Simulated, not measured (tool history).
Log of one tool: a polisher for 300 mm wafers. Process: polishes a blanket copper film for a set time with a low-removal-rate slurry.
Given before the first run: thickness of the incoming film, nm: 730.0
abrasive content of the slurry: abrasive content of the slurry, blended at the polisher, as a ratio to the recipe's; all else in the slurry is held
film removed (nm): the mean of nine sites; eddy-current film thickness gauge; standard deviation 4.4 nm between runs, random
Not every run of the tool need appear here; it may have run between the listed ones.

run,hour,flow of slurry (ml/min),pressure of the wafer on the pad (psi),speed of the pad under the wafer (cm/s),abrasive content of the slurry,polishing time (s),film removed (nm)
1,0,205,3,134,1,67,252.76
2,6.4,205,3,134,1,67,249.67
3,14.2,205,3.1,134,1,67,263.48
4,20.7,205,3.2,134,1,67,263.21
5,25.4,205,3.2,134,1,67,273.6
6,29.1,235,3.2,134,1,67,270.39
7,30.9,235,3.3,134,1,67,282.86
8,34,235,3.4,134,1,67,290.48

Run 9 has not been measured yet. What should we expect?
9,36.3,235,3.7,134,1,67,?

{"run 9": {"film removed (nm)": 310.06}}

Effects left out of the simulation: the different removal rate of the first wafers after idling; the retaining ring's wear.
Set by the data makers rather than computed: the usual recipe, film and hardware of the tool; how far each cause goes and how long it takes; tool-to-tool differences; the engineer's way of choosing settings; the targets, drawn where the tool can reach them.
